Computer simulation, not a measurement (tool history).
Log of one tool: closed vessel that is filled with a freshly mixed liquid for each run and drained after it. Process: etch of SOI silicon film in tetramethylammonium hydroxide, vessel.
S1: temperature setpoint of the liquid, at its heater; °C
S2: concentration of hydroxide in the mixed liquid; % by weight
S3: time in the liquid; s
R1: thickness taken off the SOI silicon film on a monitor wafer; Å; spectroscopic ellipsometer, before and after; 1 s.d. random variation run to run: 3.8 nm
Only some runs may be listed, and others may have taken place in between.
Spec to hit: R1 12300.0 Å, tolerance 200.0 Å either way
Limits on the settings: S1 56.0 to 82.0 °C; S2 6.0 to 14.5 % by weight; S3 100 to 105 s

run  hour    S1   S2   S3      R1
  1   0.0  69.0  9.5  100  6561.2
  2   1.6  69.0  9.5  105  6895.7
  3   3.0  70.0  9.5  105  7264.5
  4   5.9  70.0  9.5  100  6911.3
  5   7.8  71.0  9.5  100  7365.2
  6   9.5  72.0  9.5  100  7801.0
  7  13.5  72.5  9.5  100  8035.0
  8  20.5  72.5  9.5  100  8011.2
  9  27.5  73.0  9.5  100  8308.3
 10  31.1  73.5  9.5  100  8512.6
 11  38.7  73.5  9.5  100  8459.4
 12  44.3  73.5  9.5  100  8499.6
 13  47.6  74.0  9.5  100  8706.2
 14  54.9  74.5  9.5  100  9006.9
 15  62.8  75.0  9.5  100  9253.4

Consider the 4 candidate settings below. Which is the only one whose results all fall within their allowed miss of target?
  A  70.7  69.5   9.5  100   ?
  B  70.7  80.0  11.0  105   ?
  C  70.7  78.5   8.0  105   ?
  D  70.7  81.5  12.0  105   ?

move       R1
   A   6725.1
   B  12200.0
   C  12567.0
   D  12819.0
A: further off than the last run
B: hits every target within its allowed miss
C: takes the biggest miss from the last run beyond its target
D: takes the biggest miss from the last run beyond its target
The right move is B.

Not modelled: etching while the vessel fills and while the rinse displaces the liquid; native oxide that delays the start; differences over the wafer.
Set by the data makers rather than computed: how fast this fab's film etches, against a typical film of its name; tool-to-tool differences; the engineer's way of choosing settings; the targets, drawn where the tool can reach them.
